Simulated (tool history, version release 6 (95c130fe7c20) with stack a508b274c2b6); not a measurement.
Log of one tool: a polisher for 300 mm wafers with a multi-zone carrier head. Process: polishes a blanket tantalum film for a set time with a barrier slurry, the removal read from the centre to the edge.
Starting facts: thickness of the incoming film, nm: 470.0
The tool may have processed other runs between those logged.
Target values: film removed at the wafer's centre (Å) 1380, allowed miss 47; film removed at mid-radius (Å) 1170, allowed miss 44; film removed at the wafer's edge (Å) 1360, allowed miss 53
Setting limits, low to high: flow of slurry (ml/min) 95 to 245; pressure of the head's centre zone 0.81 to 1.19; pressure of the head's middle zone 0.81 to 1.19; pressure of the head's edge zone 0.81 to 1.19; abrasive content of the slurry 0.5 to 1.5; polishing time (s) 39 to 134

| run | hour | flow of slurry (ml/min) | pressure of the head's centre zone | pressure of the head's middle zone | pressure of the head's edge zone | abrasive content of the slurry | polishing time (s) | film removed at the wafer's centre (Å) | film removed at mid-radius (Å) | film removed at the wafer's edge (Å) |
|---|---|---|---|---|---|---|---|---|---|---|
| 1 | 0 | 155 | 1 | 1 | 1 | 1 | 86 | 1546.6 | 1384.6 | 1410.5 |
| 2 | 8.7 | 155 | 1.05 | 1 | 1 | 1 | 86 | 1609.4 | 1413.8 | 1434.8 |
| 3 | 17.1 | 155 | 1.08 | 1 | 1 | 1 | 86 | 1673.2 | 1386.7 | 1467.9 |
| 4 | 17.8 | 155 | 1.11 | 1 | 1 | 1 | 86 | 1698.1 | 1403.7 | 1414.7 |
| 5 | 20.6 | 140 | 1.11 | 1 | 1 | 1 | 86 | 1712.5 | 1391.1 | 1449.5 |
|  | 22.3 | centre zone pressure recalibrated |
| 6 | 22.3 | 140 | 1.07 | 0.97 | 1 | 0.95 | 86 | 1446.1 | 1329.9 | 1382.7 |
| 7 | 26.3 | 145 | 1.09 | 0.95 | 1.03 | 0.95 | 84 | 1461.3 | 1303.4 | 1396.7 |
| 8 | 29.3 | 140 | 1.11 | 0.93 | 1.03 | 0.95 | 83 | 1447.3 | 1256.5 | 1354.8 |
| 9 | 33.8 | 135 | 1.12 | 0.91 | 1.04 | 0.95 | 82 | 1457.4 | 1210.2 | 1359 |

Below are 5 possible settings for the next run. Only one of them brings all results inside the allowed miss of their targets. Which is it?
| A | 38.3 | 100 | 1.11 | 1 | 1.05 | 0.85 | 88 | ? | ? | ? |
| B | 38.3 | 150 | 0.97 | 0.93 | 1 | 0.7 | 95 | ? | ? | ? |
| C | 38.3 | 125 | 1.17 | 0.92 | 1 | 1.1 | 82 | ? | ? | ? |
| D | 38.3 | 155 | 1.12 | 1.02 | 1.08 | 0.85 | 84 | ? | ? | ? |
| E | 38.3 | 130 | 1.09 | 0.88 | 1.06 | 1 | 80 | ? | ? | ? |

| move | film removed at the wafer's centre (Å) | film removed at mid-radius (Å) | film removed at the wafer's edge (Å) |
|---|---|---|---|
| A | 1391.6 | 1246.4 | 1316 |
| B | 1293.2 | 1251.4 | 1336.4 |
| C | 1569.9 | 1251.8 | 1359.6 |
| D | 1456.7 | 1298.2 | 1337.8 |
| E | 1391.6 | 1155.7 | 1321.6 |
A: the worst result of the last run now meets its target, but another is out of spec
B: carries the result that was furthest off beyond its target, to the other side
C: lands further from the targets than the last run did
D: lands further from the targets than the last run did
E: all results in spec
E is the move that brings every result within its allowed miss.

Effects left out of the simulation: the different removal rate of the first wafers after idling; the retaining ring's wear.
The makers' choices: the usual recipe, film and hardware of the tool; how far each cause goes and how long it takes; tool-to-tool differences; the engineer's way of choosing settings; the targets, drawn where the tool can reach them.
